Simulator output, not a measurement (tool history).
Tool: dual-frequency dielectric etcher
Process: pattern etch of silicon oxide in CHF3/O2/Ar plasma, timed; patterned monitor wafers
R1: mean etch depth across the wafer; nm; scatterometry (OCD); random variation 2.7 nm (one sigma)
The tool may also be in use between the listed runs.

run 1 hour=0 | source_power_(kW)=0.64 bias_power_(kW)=0.178 etch_time_(s)=385.5 | R1=767.18
run 2 hour=2.4 | source_power_(kW)=0.64 bias_power_(kW)=0.178 etch_time_(s)=355.5 | R1=711.15
run 3 hour=8.7 | source_power_(kW)=0.66 bias_power_(kW)=0.182 etch_time_(s)=356.5 | R1=721.84
run 4 hour=12.7 | source_power_(kW)=0.68 bias_power_(kW)=0.188 etch_time_(s)=359 | R1=738.36
run 5 hour=17.7 | source_power_(kW)=0.77 bias_power_(kW)=0.188 etch_time_(s)=359 | R1=757.6
run 6 hour=25.5 | source_power_(kW)=0.77 bias_power_(kW)=0.2 etch_time_(s)=359 | R1=770.59
run 7 hour=31.5 | source_power_(kW)=0.78 bias_power_(kW)=0.205 etch_time_(s)=361.5 | R1=792.03
run 8 hour=39.3 | source_power_(kW)=0.79 bias_power_(kW)=0.209 etch_time_(s)=362.5 | R1=793.4

The next listed run, before its measurement:
run 9 hour=48.2 | source_power_(kW)=0.8 bias_power_(kW)=0.213 etch_time_(s)=364 | R1=?

Run 9 gave R1 805.88 nm.
